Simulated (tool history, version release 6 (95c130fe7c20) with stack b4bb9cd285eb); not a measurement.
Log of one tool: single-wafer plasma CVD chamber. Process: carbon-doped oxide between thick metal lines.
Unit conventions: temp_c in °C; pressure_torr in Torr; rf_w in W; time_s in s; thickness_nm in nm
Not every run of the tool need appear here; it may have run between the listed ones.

run 1 day=0.000 | temp_c=355 pressure_torr=3.56 rf_w=630 time_s=167 | thickness_nm=889.23
run 2 day=0.138 | temp_c=355 pressure_torr=3.56 rf_w=695 time_s=167 | thickness_nm=937.27
run 3 day=0.279 | temp_c=355 pressure_torr=3.56 rf_w=695 time_s=167 | thickness_nm=955.59
run 4 day=0.333 | temp_c=355 pressure_torr=4.15 rf_w=695 time_s=167 | thickness_nm=954.59
run 5 day=0.500 | temp_c=355 pressure_torr=4.15 rf_w=695 time_s=159 | thickness_nm=913.33
run 6 day=0.808 | temp_c=357 pressure_torr=4.12 rf_w=680 time_s=159 | thickness_nm=887.64
run 7 day=1.054 | temp_c=359 pressure_torr=4.10 rf_w=675 time_s=159 | thickness_nm=887.34
run 8 day=1.167 | temp_c=360 pressure_torr=4.08 rf_w=660 time_s=159 | thickness_nm=869.87
run 9 day=1.433 | temp_c=361 pressure_torr=4.06 rf_w=650 time_s=159 | thickness_nm=855.75
run 10 day=1.512 | temp_c=362 pressure_torr=4.04 rf_w=645 time_s=159 | thickness_nm=853.23

The next listed run, before its measurement:
run 11 day=1.692 | temp_c=362 pressure_torr=4.04 rf_w=645 time_s=159 | thickness_nm=?

Logged for run 11: thickness_nm 845.63 nm.
